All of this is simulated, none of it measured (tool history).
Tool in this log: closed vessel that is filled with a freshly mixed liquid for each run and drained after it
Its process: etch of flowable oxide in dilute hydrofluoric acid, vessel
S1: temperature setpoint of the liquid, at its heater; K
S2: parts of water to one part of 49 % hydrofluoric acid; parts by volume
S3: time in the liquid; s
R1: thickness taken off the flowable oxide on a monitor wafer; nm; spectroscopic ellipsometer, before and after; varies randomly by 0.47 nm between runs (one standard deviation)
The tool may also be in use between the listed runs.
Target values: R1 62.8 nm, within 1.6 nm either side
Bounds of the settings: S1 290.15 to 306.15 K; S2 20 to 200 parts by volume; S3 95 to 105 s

{"run": 1, "day": 0.0, "S1": 298.15, "S2": 110, "S3": 95, "R1": 32.688}
{"run": 2, "day": 0.242, "S1": 296.15, "S2": 110, "S3": 95, "R1": 29.81}
{"run": 3, "day": 0.583, "S1": 299.15, "S2": 100, "S3": 95, "R1": 37.701}
{"run": 4, "day": 0.625, "S1": 299.15, "S2": 70, "S3": 95, "R1": 55.944}
{"run": 5, "day": 0.654, "S1": 300.15, "S2": 70, "S3": 95, "R1": 57.912}
{"run": 6, "day": 0.708, "S1": 300.15, "S2": 105, "S3": 95, "R1": 36.874}
{"run": 7, "day": 0.742, "S1": 302.15, "S2": 95, "S3": 95, "R1": 44.225}
{"run": 8, "day": 1.046, "S1": 303.15, "S2": 90, "S3": 95, "R1": 49.633}
{"run": 9, "day": 1.162, "S1": 304.15, "S2": 85, "S3": 95, "R1": 54.956}
{"run": 10, "day": 1.208, "S1": 304.65, "S2": 85, "S3": 95, "R1": 55.254}
{"run": 11, "day": 1.242, "S1": 306.15, "S2": 75, "S3": 95, "R1": 67.608}
{"run": 12, "day": 1.304, "S1": 305.65, "S2": 75, "S3": 95, "R1": 65.759}
{"run": 13, "day": 1.433, "S1": 305.15, "S2": 75, "S3": 95, "R1": 65.684}

Of the 4 settings listed for the next run, only one would bring every result within its allowed miss of target. Which one?
{"run": "A", "day": 1.562, "S1": 303.65, "S2": 70, "S3": 100, "R1": "?"}
{"run": "B", "day": 1.562, "S1": 304.15, "S2": 75, "S3": 95, "R1": "?"}
{"run": "C", "day": 1.562, "S1": 305.65, "S2": 80, "S3": 105, "R1": "?"}
{"run": "D", "day": 1.562, "S1": 306.15, "S2": 75, "S3": 100, "R1": "?"}

move=A R1=70.012
move=B R1=62.799
move=C R1=68.329
move=D R1=71.277
A: misses by more than the last run did
B: hits every target within its allowed miss
C: misses by more than the last run did
D: misses by more than the last run did
The move that meets every target is B.

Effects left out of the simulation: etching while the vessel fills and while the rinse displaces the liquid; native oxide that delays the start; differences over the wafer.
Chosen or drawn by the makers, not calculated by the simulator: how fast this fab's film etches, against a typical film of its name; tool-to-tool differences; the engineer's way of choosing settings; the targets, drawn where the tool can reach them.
